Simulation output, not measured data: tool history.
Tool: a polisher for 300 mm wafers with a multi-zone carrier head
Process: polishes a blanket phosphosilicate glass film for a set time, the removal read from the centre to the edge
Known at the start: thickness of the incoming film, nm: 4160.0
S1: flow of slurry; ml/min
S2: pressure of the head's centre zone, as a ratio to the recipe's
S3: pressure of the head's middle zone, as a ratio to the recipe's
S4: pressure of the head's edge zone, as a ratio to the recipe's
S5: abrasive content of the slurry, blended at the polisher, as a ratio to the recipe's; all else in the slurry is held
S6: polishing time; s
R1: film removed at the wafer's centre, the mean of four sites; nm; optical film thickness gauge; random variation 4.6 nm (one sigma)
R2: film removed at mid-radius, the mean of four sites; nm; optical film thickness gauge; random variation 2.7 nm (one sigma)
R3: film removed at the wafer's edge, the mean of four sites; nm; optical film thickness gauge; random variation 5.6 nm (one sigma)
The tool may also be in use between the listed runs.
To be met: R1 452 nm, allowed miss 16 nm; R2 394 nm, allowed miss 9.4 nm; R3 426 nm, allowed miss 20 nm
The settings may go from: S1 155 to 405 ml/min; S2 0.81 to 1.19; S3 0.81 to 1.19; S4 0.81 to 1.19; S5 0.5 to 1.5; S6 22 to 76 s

{"run": 1, "hour": 0.0, "S1": 260, "S2": 1, "S3": 1, "S4": 1, "S5": 1, "S6": 49, "R1": 367.3, "R2": 358.41, "R3": 365.37}
{"run": 2, "hour": 8.3, "S1": 285, "S2": 1, "S3": 1, "S4": 1, "S5": 1, "S6": 49, "R1": 374.26, "R2": 357.48, "R3": 368.47}
{"run": 3, "hour": 10.9, "S1": 285, "S2": 0.97, "S3": 1, "S4": 1, "S5": 1, "S6": 49, "R1": 363.65, "R2": 358.01, "R3": 373.47}
{"run": 4, "hour": 15.5, "S1": 285, "S2": 0.97, "S3": 1, "S4": 0.92, "S5": 1, "S6": 49, "R1": 367.92, "R2": 357.29, "R3": 357.84}
{"run": 5, "hour": 16.1, "S1": 285, "S2": 0.97, "S3": 1, "S4": 0.92, "S5": 1, "S6": 54, "R1": 397.79, "R2": 396.78, "R3": 392.93}
{"run": 6, "hour": 22.2, "S1": 295, "S2": 0.98, "S3": 0.99, "S4": 0.93, "S5": 1, "S6": 54, "R1": 410.15, "R2": 392.68, "R3": 394.3}
{"run": 7, "hour": 22.9, "S1": 305, "S2": 0.99, "S3": 0.98, "S4": 0.94, "S5": 1, "S6": 54, "R1": 404.86, "R2": 393.09, "R3": 394.54}
{"run": 8, "hour": 25.1, "S1": 300, "S2": 1.01, "S3": 0.97, "S4": 0.96, "S5": 1, "S6": 54, "R1": 420.8, "R2": 390.91, "R3": 412.22}
{"run": 9, "hour": 30.0, "S1": 320, "S2": 1.06, "S3": 0.96, "S4": 0.97, "S5": 1, "S6": 54, "R1": 439.86, "R2": 392.01, "R3": 398.34}
{"run": 10, "hour": 37.5, "S1": 320, "S2": 1.06, "S3": 0.96, "S4": 0.98, "S5": 1, "S6": 54, "R1": 447.98, "R2": 390.09, "R3": 399.42}

Which of these 4 next moves meets every target?
{"run": "A", "hour": 45.0, "S1": 305, "S2": 0.99, "S3": 0.94, "S4": 1.01, "S5": 1.05, "S6": 55, "R1": "?", "R2": "?", "R3": "?"}
{"run": "B", "hour": 45.0, "S1": 295, "S2": 1.05, "S3": 1.01, "S4": 1.01, "S5": 1, "S6": 56, "R1": "?", "R2": "?", "R3": "?"}
{"run": "C", "hour": 45.0, "S1": 325, "S2": 1.11, "S3": 1.06, "S4": 0.96, "S5": 1, "S6": 50, "R1": "?", "R2": "?", "R3": "?"}
{"run": "D", "hour": 45.0, "S1": 300, "S2": 1.07, "S3": 0.97, "S4": 1.04, "S5": 0.85, "S6": 58, "R1": "?", "R2": "?", "R3": "?"}

move=A R1=427.01 R2=397.91 R3=420.2
move=B R1=451.69 R2=416.42 R3=418.92
move=C R1=431.26 R2=388.16 R3=367.58
move=D R1=449.73 R2=395.67 R3=415.17
A: brings the result that was furthest off to its target, and leaves another outside
B: brings the result that was furthest off to its target, and leaves another outside
C: further off than the last run
D: meets every target
The right move is D.

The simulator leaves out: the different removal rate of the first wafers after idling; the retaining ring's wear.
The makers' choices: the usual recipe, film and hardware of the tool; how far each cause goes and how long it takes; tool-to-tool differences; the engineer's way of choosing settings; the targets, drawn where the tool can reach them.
